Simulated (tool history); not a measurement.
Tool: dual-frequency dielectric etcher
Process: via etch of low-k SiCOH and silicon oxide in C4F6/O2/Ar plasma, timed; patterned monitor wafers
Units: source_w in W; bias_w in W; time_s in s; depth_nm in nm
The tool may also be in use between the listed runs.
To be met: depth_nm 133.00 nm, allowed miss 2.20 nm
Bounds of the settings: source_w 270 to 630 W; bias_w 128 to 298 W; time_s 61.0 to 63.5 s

| run | hour | source_w | bias_w | time_s | depth_nm |
|---|---|---|---|---|---|
| 1 | 0.0 | 450 | 213 | 61.0 | 168.85 |
| 2 | 4.6 | 410 | 213 | 61.0 | 161.01 |
| 3 | 12.3 | 410 | 233 | 61.0 | 165.47 |
| 4 | 18.9 | 410 | 233 | 63.5 | 173.64 |
| 5 | 25.8 | 370 | 206 | 63.0 | 158.80 |
| 6 | 30.3 | 370 | 206 | 61.0 | 154.27 |
|  | 33.0 | wet clean of the chamber |
| 7 | 33.0 | 340 | 192 | 61.0 | 139.74 |
| 8 | 40.2 | 330 | 192 | 61.0 | 137.51 |
| 9 | 42.4 | 320 | 192 | 61.0 | 136.42 |

Which of these 4 next moves meets every target?
| A | 44.6 | 300 | 183 | 61.5 | ? |
| B | 44.6 | 310 | 196 | 62.5 | ? |
| C | 44.6 | 270 | 185 | 62.0 | ? |
| D | 44.6 | 300 | 212 | 63.0 | ? |

| move | depth_nm |
|---|---|
| A | 132.71 |
| B | 139.31 |
| C | 128.59 |
| D | 141.74 |
A: meets every target
B: further off than the last run
C: takes the result that was furthest off past its target
D: further off than the last run
Answer: A
